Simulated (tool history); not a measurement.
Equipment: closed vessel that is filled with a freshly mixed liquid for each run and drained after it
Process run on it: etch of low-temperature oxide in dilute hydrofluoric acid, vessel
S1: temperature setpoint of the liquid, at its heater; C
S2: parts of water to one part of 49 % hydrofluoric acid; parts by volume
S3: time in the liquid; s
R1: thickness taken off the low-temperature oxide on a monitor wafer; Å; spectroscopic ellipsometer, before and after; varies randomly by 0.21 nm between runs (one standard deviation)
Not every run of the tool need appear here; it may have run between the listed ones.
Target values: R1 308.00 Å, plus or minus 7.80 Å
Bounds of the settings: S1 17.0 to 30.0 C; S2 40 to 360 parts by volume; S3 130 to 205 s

run,hour,S1,S2,S3,R1
1,0.0,22.0,200,205,171.63
2,5.4,20.5,200,205,162.39
3,7.1,20.5,200,205,160.87
4,13.9,21.5,195,205,175.04
5,19.6,18.5,195,205,153.49
6,26.9,21.0,195,205,168.71
7,28.6,22.0,190,205,181.88
8,35.1,23.0,185,205,196.51
# hour 37.2: hydrofluoric acid flow meter replaced
9,37.2,23.5,180,205,180.54
10,44.3,24.0,165,205,207.01
11,49.5,24.5,160,205,215.31
12,54.0,25.0,155,205,227.20
13,57.7,25.5,150,205,243.09
14,61.9,26.0,145,205,255.59
15,67.4,26.5,145,205,263.72
16,74.7,27.0,145,205,263.68
17,83.6,27.0,145,205,264.88

Consider the 5 candidate settings below. Which is the only one whose results all fall within their allowed miss of target?
A,92.5,23.0,140,205,?
B,92.5,25.0,110,205,?
C,92.5,29.0,85,130,?
D,92.5,27.5,125,205,?
E,92.5,30.0,140,205,?

move,R1
A,237.66
B,338.78
C,335.41
D,321.93
E,309.12
A: its largest miss is bigger than the last run's
B: takes the result that was furthest off past its target
C: takes the result that was furthest off past its target
D: takes the result that was furthest off past its target
E: all results land within tolerance of their targets
The move that meets every target is E.
